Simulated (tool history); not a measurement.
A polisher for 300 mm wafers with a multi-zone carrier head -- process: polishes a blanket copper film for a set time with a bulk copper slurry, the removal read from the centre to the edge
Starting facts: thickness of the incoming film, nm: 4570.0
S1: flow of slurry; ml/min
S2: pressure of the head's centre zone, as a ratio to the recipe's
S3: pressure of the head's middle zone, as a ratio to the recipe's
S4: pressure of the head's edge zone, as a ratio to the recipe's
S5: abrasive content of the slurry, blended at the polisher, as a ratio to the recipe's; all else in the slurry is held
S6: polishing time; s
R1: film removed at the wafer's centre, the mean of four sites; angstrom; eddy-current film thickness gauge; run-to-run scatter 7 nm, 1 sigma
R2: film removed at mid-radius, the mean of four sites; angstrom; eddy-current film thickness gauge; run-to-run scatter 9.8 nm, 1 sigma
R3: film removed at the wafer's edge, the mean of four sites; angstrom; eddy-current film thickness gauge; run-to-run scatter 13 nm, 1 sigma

run  hour   S1    S2    S3    S4    S5  S6      R1      R2      R3
  1   0.0  245  1.00  1.00  1.00  1.00  85  6784.2  7056.2  6916.4
  2   2.6  250  1.01  0.99  1.03  1.10  86  6950.0  7100.9  7426.3
  3   4.2  290  1.01  0.99  1.03  1.10  86  7190.7  7141.0  7373.0
  4   5.0  290  1.01  0.99  1.03  0.90  86  6857.6  6822.7  7094.8
  5   6.4  285  1.03  1.00  1.05  1.00  87  7161.5  7174.7  7331.6
  6   7.9  285  1.04  1.00  1.06  1.10  88  7450.4  7250.7  7546.1
  7  10.4  285  1.04  1.00  1.07  1.15  89  7601.3  7559.6  7851.4
  8  12.7  285  1.05  1.00  1.08  1.20  89  7863.9  7655.3  7950.4
  9  14.5  285  1.05  1.00  1.09  1.25  89  7919.1  7568.4  8039.4

For run 10, what comes out?
 10  23.2  285  1.05  1.00  1.10  1.30  89   ?   ?   ?

For run 10 the tool returned R1 7871.0 angstrom, R2 7672.9 angstrom, R3 8288.7 angstrom.
